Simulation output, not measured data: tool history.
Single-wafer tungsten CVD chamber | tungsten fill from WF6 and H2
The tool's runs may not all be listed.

run,hour,heater temperature setpoint (K),chamber pressure (Pa),deposition time (s),mean film thickness on the monitor wafer (Å)
1,0,643.15,6919,26.7,592.58
2,2.6,642.15,6919,26.7,583.28
3,10.1,641.15,6919,26.7,572.15
4,18.2,630.15,6919,26.7,462.11
5,25.6,626.15,6919,26.7,427.89
6,29.7,627.15,6933,26.7,436.68
7,36.6,628.15,6933,26.7,447.54
8,40.5,629.15,6933,26.7,453.51

Estimate the outcome of run 9 from the log above:
9,48.1,630.15,6933,26.7,?

Run 9 gave mean film thickness on the monitor wafer (Å) 463.23.

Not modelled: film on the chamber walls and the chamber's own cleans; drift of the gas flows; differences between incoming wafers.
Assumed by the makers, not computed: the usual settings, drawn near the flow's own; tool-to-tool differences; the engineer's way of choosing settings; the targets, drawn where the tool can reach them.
